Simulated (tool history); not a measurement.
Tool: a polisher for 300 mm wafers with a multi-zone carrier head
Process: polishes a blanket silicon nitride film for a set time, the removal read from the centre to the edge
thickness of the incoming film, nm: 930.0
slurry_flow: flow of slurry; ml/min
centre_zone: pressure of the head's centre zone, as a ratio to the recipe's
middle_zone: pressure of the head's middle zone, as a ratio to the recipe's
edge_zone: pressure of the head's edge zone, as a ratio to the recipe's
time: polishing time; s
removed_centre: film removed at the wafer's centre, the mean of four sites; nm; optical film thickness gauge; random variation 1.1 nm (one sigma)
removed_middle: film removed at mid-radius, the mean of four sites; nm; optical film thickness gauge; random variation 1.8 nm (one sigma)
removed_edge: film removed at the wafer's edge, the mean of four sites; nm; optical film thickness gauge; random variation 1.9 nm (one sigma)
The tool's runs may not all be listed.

run    day  slurry_flow  centre_zone  middle_zone  edge_zone  time  removed_centre  removed_middle  removed_edge
  1      0          150            1            1          1    67          117.47          117.65        117.89
  2  0.317          160         1.03            1       1.02    68          122.43          121.27        122.29
  3  0.667          160         1.03         1.06       1.02    68          123.47          124.77        120.21
  4  0.892          165         1.06         1.05       1.04    69          128.68          129.69        125.06
  5  1.121          170         1.09         1.03       1.04    69          133.23           124.3        122.24
  6  1.296          175          1.1         1.03       1.06    70          136.52          128.57        127.84
  7  1.508          175          1.1         1.03       1.06    70             138          128.13        127.05
  8  1.646          180         1.11         1.03       1.08    70           139.5          128.53        130.18
  9  1.758          185         1.12         1.03       1.09    70          142.78          132.38           129
 10  1.842          185         1.12         1.03       1.09    70          142.93          129.79        132.22
 11  2.196          190         1.12         1.03       1.09    70          143.06          129.04        130.44
 12  2.392          195         1.13         1.03        1.1    70          145.06          128.36        131.59
 13  2.729          195         1.13         1.03       1.11    70           144.8          130.65         129.9
 14  2.838          195         1.13         1.02       1.12    71          144.75          129.12        132.32
 15  2.917          195         1.13         1.02       1.13    72          150.79          133.63        136.49

The next listed run, before its measurement:
 16  3.071          195         1.13         1.02       1.14    72               ?               ?             ?

Run 16 gave removed_centre 150.43 nm, removed_middle 136.07 nm, removed_edge 136.75 nm.

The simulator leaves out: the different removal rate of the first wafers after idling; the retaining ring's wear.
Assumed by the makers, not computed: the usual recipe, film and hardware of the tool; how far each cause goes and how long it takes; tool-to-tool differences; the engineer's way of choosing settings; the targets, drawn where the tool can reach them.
